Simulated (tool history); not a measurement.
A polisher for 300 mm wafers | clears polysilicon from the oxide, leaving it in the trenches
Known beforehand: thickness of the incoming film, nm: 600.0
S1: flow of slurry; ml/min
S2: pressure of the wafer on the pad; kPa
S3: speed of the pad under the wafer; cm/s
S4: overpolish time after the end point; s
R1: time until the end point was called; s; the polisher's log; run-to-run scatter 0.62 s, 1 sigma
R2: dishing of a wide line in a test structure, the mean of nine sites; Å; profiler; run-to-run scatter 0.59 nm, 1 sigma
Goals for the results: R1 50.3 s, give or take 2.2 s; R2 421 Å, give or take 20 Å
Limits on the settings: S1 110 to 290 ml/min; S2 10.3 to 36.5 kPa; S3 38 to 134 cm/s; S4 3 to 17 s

run  hour   S1    S2  S3  S4      R1      R2
  1     0  185  23.4  86   9  41.529   525.3
  2   5.9  185  22.8  86   8  42.341  490.86
  3   7.2  185  26.9  86   8  38.192  509.68
  4  13.5  185  26.9  86   6  37.707  447.93
  5  17.8  185  25.5  86   6  39.826  445.52
  6  19.7  185  21.4  86   6  45.207  416.46
  7  27.8  185  20.7  86   6  44.898  414.83
     36.6  -- head pressure recalibrated
  8  36.6  185    20  86   6   48.66  383.17

Consider the 4 candidate settings below. Which is the only one whose results all fall within their allowed miss of target?
  A  45.4  180  14.5   96   6   ?   ?
  B  45.4  200  22.8   70  10   ?   ?
  C  45.4  240  11.7  110   6   ?   ?
  D  45.4  170    20   84   7   ?   ?

move      R1      R2
   A  53.046  373.19
   B  53.149   491.3
   C  50.244  385.95
   D  49.871  424.12
A: misses by more than the last run did
B: moves the result that the last run missed by most past its target, out the other side
C: moves toward the targets from the last run without getting all of them in spec
D: each result inside its tolerance
The move that meets every target is D.

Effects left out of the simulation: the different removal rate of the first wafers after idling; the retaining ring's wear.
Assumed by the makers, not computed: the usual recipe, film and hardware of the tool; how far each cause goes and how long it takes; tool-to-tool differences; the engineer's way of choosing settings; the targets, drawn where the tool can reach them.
